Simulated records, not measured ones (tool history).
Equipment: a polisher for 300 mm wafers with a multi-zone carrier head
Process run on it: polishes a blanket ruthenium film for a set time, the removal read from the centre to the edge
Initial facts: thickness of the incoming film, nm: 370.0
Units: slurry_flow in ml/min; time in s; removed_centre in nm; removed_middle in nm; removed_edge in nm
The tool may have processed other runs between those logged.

run	hour	slurry_flow	centre_zone	middle_zone	edge_zone	time	removed_centre	removed_middle	removed_edge
1	0	170	1	1	1	78	96.638	104.62	106.76
2	7.5	175	1.03	1	1.01	81	104.68	108.69	111.87
3	10.2	180	1.05	1.01	1.02	83	109.84	114.44	112.63
4	18.2	180	1.06	1	1.02	86	116.12	118.21	118.15
# hour 20.9: centre zone pressure recalibrated
5	20.9	160	1.06	1	1.02	86	120.26	116.14	119.35
6	23.8	160	1.07	1	1.03	88	125.66	116.43	120.74
7	25.7	165	1.08	1	1.04	90	129.17	123.63	122.12
8	32.2	165	1.08	0.99	1.04	92	133.18	123.21	128.43
9	41.2	165	1.09	0.99	1.04	93	137.79	124.44	130.2

Run 10 has not been measured yet. What should we expect?
10	45.5	215	1.14	1.06	1.1	97	?	?	?

Logged for run 10: removed_centre 153.76 nm, removed_middle 141.43 nm, removed_edge 140.15 nm.
